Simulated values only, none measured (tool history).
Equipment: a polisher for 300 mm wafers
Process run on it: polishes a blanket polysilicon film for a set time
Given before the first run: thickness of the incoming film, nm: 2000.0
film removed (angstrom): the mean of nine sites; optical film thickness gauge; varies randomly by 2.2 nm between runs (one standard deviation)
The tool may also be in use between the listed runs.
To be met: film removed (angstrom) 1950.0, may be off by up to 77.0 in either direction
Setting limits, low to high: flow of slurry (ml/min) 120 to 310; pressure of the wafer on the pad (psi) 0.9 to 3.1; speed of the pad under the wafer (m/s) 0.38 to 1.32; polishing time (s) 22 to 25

run,day,flow of slurry (ml/min),pressure of the wafer on the pad (psi),speed of the pad under the wafer (m/s),polishing time (s),film removed (angstrom)
1,0.000,200,2.0,0.84,25,1247.1
2,0.108,200,2.1,0.84,25,1294.0
3,0.158,200,2.2,0.84,25,1361.1
4,0.379,200,2.3,0.84,25,1420.3
5,0.642,200,2.4,0.84,25,1469.9
6,0.904,200,2.4,0.84,25,1475.7
7,1.242,200,2.5,0.84,25,1525.7
8,1.304,200,2.6,0.84,25,1577.9
9,1.588,200,2.7,0.84,25,1616.0
10,1.958,205,2.9,0.86,25,1770.4
11,2.000,205,3.0,0.88,25,1803.7

4 next moves are on the table. One of them brings every result within its allowed miss. Which?
A,2.042,210,2.9,0.92,24,?
B,2.042,195,2.9,0.96,24,?
C,2.042,250,3.1,0.96,23,?
D,2.042,245,2.6,0.94,25,?

move,film removed (angstrom)
A,1778.7
B,1830.7
C,1906.9
D,1744.4
A: lands further from the targets than the last run did
B: better than the last run, though not everything is in spec
C: in spec on every target
D: lands further from the targets than the last run did
Go with C: it meets all targets.

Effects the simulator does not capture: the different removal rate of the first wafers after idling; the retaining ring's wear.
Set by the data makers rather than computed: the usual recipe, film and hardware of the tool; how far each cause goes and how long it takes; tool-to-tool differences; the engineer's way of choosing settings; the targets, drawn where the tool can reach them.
